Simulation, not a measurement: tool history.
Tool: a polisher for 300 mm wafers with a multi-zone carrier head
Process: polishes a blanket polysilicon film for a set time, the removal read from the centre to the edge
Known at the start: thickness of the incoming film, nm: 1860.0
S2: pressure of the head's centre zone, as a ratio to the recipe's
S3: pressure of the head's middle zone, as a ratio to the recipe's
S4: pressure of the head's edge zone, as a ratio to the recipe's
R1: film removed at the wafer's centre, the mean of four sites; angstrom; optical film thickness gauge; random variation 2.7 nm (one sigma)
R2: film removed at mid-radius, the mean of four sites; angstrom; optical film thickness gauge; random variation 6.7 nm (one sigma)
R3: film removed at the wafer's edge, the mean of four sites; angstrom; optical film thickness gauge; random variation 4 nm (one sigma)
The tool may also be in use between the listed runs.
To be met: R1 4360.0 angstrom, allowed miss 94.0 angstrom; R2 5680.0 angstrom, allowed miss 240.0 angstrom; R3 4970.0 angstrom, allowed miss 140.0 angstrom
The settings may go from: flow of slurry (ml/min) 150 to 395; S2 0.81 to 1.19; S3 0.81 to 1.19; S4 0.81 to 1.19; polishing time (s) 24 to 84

run 1 hour=0.0 | flow_of_slurry_(ml/min)=250 S2=1.00 S3=1.00 S4=1.00 polishing_time_(s)=54 | R1=5790.0 R2=5868.3 R3=5691.4
run 2 hour=7.7 | flow_of_slurry_(ml/min)=250 S2=1.00 S3=1.00 S4=1.00 polishing_time_(s)=42 | R1=4452.8 R2=4619.6 R3=4477.5
run 3 hour=14.8 | flow_of_slurry_(ml/min)=255 S2=0.99 S3=1.02 S4=1.02 polishing_time_(s)=42 | R1=4464.6 R2=4652.5 R3=4434.3
run 4 hour=22.4 | flow_of_slurry_(ml/min)=255 S2=0.99 S3=1.02 S4=1.06 polishing_time_(s)=42 | R1=4443.2 R2=4674.1 R3=4551.7
run 5 hour=23.8 | flow_of_slurry_(ml/min)=255 S2=0.98 S3=1.04 S4=1.07 polishing_time_(s)=43 | R1=4534.3 R2=4823.9 R3=4737.3
run 6 hour=30.6 | flow_of_slurry_(ml/min)=255 S2=0.98 S3=1.04 S4=1.07 polishing_time_(s)=36 | R1=3826.2 R2=4183.1 R3=3927.0
run 7 hour=35.6 | flow_of_slurry_(ml/min)=255 S2=0.97 S3=1.06 S4=1.08 polishing_time_(s)=37 | R1=3831.4 R2=4214.5 R3=4075.3
run 8 hour=43.2 | flow_of_slurry_(ml/min)=265 S2=0.96 S3=1.08 S4=1.06 polishing_time_(s)=39 | R1=4039.5 R2=4598.5 R3=4252.5

Which of these 4 next moves meets every target?
run A hour=50.8 | flow_of_slurry_(ml/min)=210 S2=0.82 S3=0.85 S4=1.15 polishing_time_(s)=43 | R1=? R2=? R3=?
run B hour=50.8 | flow_of_slurry_(ml/min)=280 S2=0.87 S3=1.14 S4=1.04 polishing_time_(s)=46 | R1=? R2=? R3=?
run C hour=50.8 | flow_of_slurry_(ml/min)=300 S2=0.94 S3=0.83 S4=1.17 polishing_time_(s)=41 | R1=? R2=? R3=?
run D hour=50.8 | flow_of_slurry_(ml/min)=260 S2=0.84 S3=1.11 S4=1.13 polishing_time_(s)=47 | R1=? R2=? R3=?

move=A R1=3689.5 R2=4068.8 R3=4817.0
move=B R1=4370.7 R2=5778.2 R3=5016.8
move=C R1=4236.1 R2=3970.9 R3=4788.8
move=D R1=4270.1 R2=5722.5 R3=5310.2
A: further off than the last run
B: meets every target
C: further off than the last run
D: takes the result that was furthest off past its target
Answer: B
